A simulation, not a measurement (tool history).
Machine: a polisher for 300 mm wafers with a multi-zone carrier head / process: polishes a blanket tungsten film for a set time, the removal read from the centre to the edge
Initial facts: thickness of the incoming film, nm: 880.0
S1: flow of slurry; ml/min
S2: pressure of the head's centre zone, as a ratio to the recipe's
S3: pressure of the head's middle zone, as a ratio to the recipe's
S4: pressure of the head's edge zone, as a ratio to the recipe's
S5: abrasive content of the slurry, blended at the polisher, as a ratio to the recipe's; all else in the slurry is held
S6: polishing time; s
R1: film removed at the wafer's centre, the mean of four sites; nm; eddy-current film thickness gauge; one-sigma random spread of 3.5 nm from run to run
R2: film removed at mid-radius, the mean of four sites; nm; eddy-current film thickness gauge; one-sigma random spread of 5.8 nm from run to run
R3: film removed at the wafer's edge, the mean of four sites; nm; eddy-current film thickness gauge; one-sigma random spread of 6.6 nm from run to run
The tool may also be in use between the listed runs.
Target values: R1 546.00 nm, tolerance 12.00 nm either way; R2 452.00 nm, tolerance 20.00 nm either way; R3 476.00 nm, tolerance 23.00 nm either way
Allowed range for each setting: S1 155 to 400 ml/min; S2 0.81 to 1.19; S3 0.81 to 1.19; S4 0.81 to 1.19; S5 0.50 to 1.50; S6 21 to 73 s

| run | hour | S1 | S2 | S3 | S4 | S5 | S6 | R1 | R2 | R3 |
|---|---|---|---|---|---|---|---|---|---|---|
| 1 | 0.0 | 255 | 1.00 | 1.00 | 1.00 | 1.00 | 47 | 317.52 | 315.92 | 315.77 |
| 2 | 5.5 | 255 | 1.00 | 1.00 | 1.00 | 1.10 | 47 | 324.10 | 324.21 | 336.15 |
| 3 | 6.7 | 210 | 1.00 | 1.00 | 1.00 | 1.10 | 47 | 320.99 | 319.00 | 321.57 |
| 4 | 11.3 | 215 | 1.04 | 1.00 | 1.00 | 1.20 | 49 | 356.75 | 348.96 | 350.06 |
| 5 | 17.3 | 220 | 1.07 | 0.98 | 1.00 | 1.25 | 51 | 388.86 | 348.42 | 369.68 |
| 6 | 19.6 | 230 | 1.10 | 0.99 | 1.00 | 1.30 | 53 | 420.97 | 384.95 | 385.89 |
| 7 | 21.8 | 235 | 1.12 | 0.98 | 1.01 | 1.35 | 54 | 441.76 | 398.59 | 396.55 |
| 8 | 23.6 | 235 | 1.13 | 0.97 | 1.02 | 1.40 | 55 | 463.18 | 399.11 | 404.13 |
| 9 | 26.1 | 225 | 1.13 | 0.97 | 1.03 | 1.40 | 57 | 476.88 | 404.65 | 428.45 |
| 10 | 33.1 | 235 | 1.14 | 0.98 | 1.05 | 1.40 | 58 | 493.81 | 420.69 | 449.57 |
| 11 | 40.8 | 245 | 1.15 | 0.98 | 1.06 | 1.40 | 58 | 497.25 | 433.85 | 438.79 |

4 next moves are on the table. One of them brings every result within its allowed miss. Which?
| A | 48.5 | 235 | 1.01 | 1.03 | 1.08 | 1.35 | 58 | ? | ? | ? |
| B | 48.5 | 240 | 1.16 | 0.95 | 1.06 | 1.35 | 64 | ? | ? | ? |
| C | 48.5 | 250 | 1.17 | 1.11 | 1.10 | 1.50 | 61 | ? | ? | ? |
| D | 48.5 | 155 | 1.03 | 1.02 | 1.14 | 1.35 | 71 | ? | ? | ? |

| move | R1 | R2 | R3 |
|---|---|---|---|
| A | 428.74 | 433.01 | 435.10 |
| B | 543.47 | 447.05 | 478.09 |
| C | 543.06 | 504.54 | 478.08 |
| D | 502.85 | 497.29 | 522.04 |
A: the biggest miss grows against the last run
B: all results in spec
C: brings the result that was furthest off to its target, and leaves another outside
D: an improvement on the last run, though not all results are within tolerance
So the answer is move B, the one that meets all the targets.
